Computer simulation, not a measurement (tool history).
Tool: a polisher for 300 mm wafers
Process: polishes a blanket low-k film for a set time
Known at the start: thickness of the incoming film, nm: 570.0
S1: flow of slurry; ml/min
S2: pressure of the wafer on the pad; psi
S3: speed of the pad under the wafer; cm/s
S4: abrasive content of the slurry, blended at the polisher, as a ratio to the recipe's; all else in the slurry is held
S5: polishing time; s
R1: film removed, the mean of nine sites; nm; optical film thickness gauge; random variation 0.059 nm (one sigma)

{"run": 1, "hour": 0.0, "S1": 195, "S2": 1.3, "S3": 112, "S4": 1.0, "S5": 33, "R1": 8.5179}
{"run": 2, "hour": 3.1, "S1": 235, "S2": 1.3, "S3": 112, "S4": 1.0, "S5": 33, "R1": 8.8124}
{"run": 3, "hour": 11.4, "S1": 235, "S2": 1.1, "S3": 106, "S4": 1.0, "S5": 33, "R1": 7.0589}
{"run": 4, "hour": 15.6, "S1": 235, "S2": 1.5, "S3": 106, "S4": 1.0, "S5": 33, "R1": 9.73}
{"hour": 20.3, "done": "slurry nozzle cleaned"}
{"run": 5, "hour": 20.3, "S1": 235, "S2": 1.2, "S3": 102, "S4": 1.0, "S5": 33, "R1": 7.9442}
{"run": 6, "hour": 28.0, "S1": 235, "S2": 1.2, "S3": 102, "S4": 0.9, "S5": 33, "R1": 7.5754}

Forecast run 7:
{"run": 7, "hour": 36.6, "S1": 235, "S2": 1.2, "S3": 102, "S4": 0.9, "S5": 33, "R1": "?"}

{"run 7": {"R1": 7.6086}}
